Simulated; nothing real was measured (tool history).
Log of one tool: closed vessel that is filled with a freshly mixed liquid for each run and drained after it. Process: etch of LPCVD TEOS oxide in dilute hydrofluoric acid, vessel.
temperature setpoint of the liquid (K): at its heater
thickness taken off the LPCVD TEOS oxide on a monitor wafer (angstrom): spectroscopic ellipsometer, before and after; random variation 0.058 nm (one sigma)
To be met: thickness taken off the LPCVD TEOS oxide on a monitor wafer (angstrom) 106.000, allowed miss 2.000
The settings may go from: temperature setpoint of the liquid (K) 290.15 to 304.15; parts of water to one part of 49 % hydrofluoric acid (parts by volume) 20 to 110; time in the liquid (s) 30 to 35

| run | hour | temperature setpoint of the liquid (K) | parts of water to one part of 49 % hydrofluoric acid (parts by volume) | time in the liquid (s) | thickness taken off the LPCVD TEOS oxide on a monitor wafer (angstrom) |
|---|---|---|---|---|---|
| 1 | 0.0 | 296.15 | 60 | 35 | 162.480 |
| 2 | 6.9 | 295.65 | 60 | 35 | 158.400 |
| 3 | 14.0 | 297.65 | 60 | 35 | 172.230 |
| 4 | 19.5 | 296.65 | 60 | 35 | 164.590 |
| 5 | 20.2 | 295.65 | 60 | 35 | 159.450 |
| 6 | 23.2 | 295.65 | 60 | 30 | 136.110 |
| 7 | 30.5 | 295.15 | 60 | 30 | 132.160 |
| 8 | 36.8 | 294.65 | 60 | 30 | 131.940 |

4 next moves are on the table. One of them brings every result within its allowed miss. Which?
| A | 43.1 | 290.15 | 80 | 35 | ? |
| B | 43.1 | 297.15 | 70 | 30 | ? |
| C | 43.1 | 294.65 | 55 | 35 | ? |
| D | 43.1 | 291.65 | 65 | 30 | ? |

| move | thickness taken off the LPCVD TEOS oxide on a monitor wafer (angstrom) |
|---|---|
| A | 92.415 |
| B | 122.550 |
| C | 167.320 |
| D | 105.660 |
A: takes the result that was furthest off past its target
B: nearer than the last run, and not there yet
C: further off than the last run
D: meets every target
Answer: D
